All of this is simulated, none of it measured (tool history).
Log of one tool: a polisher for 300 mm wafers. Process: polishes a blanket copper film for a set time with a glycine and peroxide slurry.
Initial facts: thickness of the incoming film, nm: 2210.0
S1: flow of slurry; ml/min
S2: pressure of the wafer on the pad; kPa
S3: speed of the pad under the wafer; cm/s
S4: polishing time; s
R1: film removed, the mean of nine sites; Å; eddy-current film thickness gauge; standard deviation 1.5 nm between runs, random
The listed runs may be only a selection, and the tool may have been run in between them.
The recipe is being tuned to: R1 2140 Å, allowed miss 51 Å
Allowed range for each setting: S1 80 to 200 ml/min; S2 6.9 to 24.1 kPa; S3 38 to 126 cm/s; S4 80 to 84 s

run	hour	S1	S2	S3	S4	R1
1	0	130	15.2	82	80	3030.1
2	2.4	130	15.2	82	84	3192.7
3	11.2	155	15.2	82	84	3256.9
4	17.4	125	15.2	82	84	3152.7
5	25.4	120	13.1	82	84	2830.1
# hour 32.3: head pressure recalibrated
6	32.3	140	13.1	82	84	2743.9
7	34.8	140	12.4	82	84	2696.1
8	39.7	140	11	82	84	2410.3
9	40.4	140	10.3	82	84	2318.8
10	44.5	140	9.7	82	84	2233.4

4 next moves are on the table. One of them brings every result within its allowed miss. Which?
A	48.6	95	13.8	64	84	?
B	48.6	185	10.3	82	80	?
C	48.6	145	9.7	86	84	?
D	48.6	115	14.5	58	80	?

move	R1
A	2271.7
B	2276.5
C	2292.3
D	2140.6
A: misses by more than the last run did
B: misses by more than the last run did
C: misses by more than the last run did
D: every result lands within tolerance
Go with D: it meets all targets.
